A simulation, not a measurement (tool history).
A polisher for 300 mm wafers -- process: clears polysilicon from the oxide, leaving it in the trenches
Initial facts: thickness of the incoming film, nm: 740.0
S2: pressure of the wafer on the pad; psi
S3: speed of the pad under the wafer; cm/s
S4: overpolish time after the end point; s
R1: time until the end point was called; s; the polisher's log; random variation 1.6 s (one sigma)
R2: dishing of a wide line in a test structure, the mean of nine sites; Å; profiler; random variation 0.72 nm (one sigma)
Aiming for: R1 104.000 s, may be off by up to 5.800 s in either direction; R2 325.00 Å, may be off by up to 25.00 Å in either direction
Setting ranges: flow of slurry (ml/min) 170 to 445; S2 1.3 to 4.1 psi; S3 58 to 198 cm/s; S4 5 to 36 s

{"run": 1, "hour": 0.0, "flow of slurry (ml/min)": 285, "S2": 2.7, "S3": 128, "S4": 18, "R1": 44.649, "R2": 501.93}
{"run": 2, "hour": 5.1, "flow of slurry (ml/min)": 285, "S2": 2.7, "S3": 108, "S4": 18, "R1": 51.566, "R2": 515.73}
{"run": 3, "hour": 8.4, "flow of slurry (ml/min)": 260, "S2": 2.4, "S3": 104, "S4": 15, "R1": 59.457, "R2": 494.69}
{"run": 4, "hour": 9.6, "flow of slurry (ml/min)": 260, "S2": 3.0, "S3": 104, "S4": 15, "R1": 48.236, "R2": 540.05}
{"run": 5, "hour": 17.6, "flow of slurry (ml/min)": 300, "S2": 2.6, "S3": 98, "S4": 13, "R1": 58.091, "R2": 487.61}
{"run": 6, "hour": 19.3, "flow of slurry (ml/min)": 300, "S2": 2.6, "S3": 124, "S4": 13, "R1": 47.806, "R2": 531.89}
{"run": 7, "hour": 25.3, "flow of slurry (ml/min)": 330, "S2": 2.3, "S3": 112, "S4": 18, "R1": 56.71, "R2": 520.62}
{"run": 8, "hour": 31.1, "flow of slurry (ml/min)": 295, "S2": 2.1, "S3": 106, "S4": 15, "R1": 65.372, "R2": 495.66}
{"run": 9, "hour": 36.3, "flow of slurry (ml/min)": 215, "S2": 1.4, "S3": 90, "S4": 6, "R1": 109.74, "R2": 261.61}
{"run": 10, "hour": 44.1, "flow of slurry (ml/min)": 230, "S2": 1.4, "S3": 90, "S4": 7, "R1": 108.66, "R2": 293.28}
{"run": 11, "hour": 47.6, "flow of slurry (ml/min)": 235, "S2": 1.4, "S3": 90, "S4": 7, "R1": 108.93, "R2": 295.92}
{"run": 12, "hour": 49.1, "flow of slurry (ml/min)": 240, "S2": 1.4, "S3": 90, "S4": 7, "R1": 106.37, "R2": 290.11}

Which single option among these 4 for the next run brings every result within its allowed miss of target? Just one does.
{"run": "A", "hour": 50.6, "flow of slurry (ml/min)": 170, "S2": 1.3, "S3": 118, "S4": 5, "R1": "?", "R2": "?"}
{"run": "B", "hour": 50.6, "flow of slurry (ml/min)": 170, "S2": 1.5, "S3": 92, "S4": 8, "R1": "?", "R2": "?"}
{"run": "C", "hour": 50.6, "flow of slurry (ml/min)": 290, "S2": 1.3, "S3": 92, "S4": 5, "R1": "?", "R2": "?"}
{"run": "D", "hour": 50.6, "flow of slurry (ml/min)": 275, "S2": 1.4, "S3": 80, "S4": 10, "R1": "?", "R2": "?"}

move=A R1=93.287 R2=268.76
move=B R1=106.030 R2=336.00
move=C R1=110.300 R2=238.11
move=D R1=119.670 R2=356.63
A: the biggest miss grows against the last run
B: all results land within tolerance of their targets
C: the biggest miss grows against the last run
D: takes the biggest miss from the last run beyond its target
Go with B: it meets all targets.

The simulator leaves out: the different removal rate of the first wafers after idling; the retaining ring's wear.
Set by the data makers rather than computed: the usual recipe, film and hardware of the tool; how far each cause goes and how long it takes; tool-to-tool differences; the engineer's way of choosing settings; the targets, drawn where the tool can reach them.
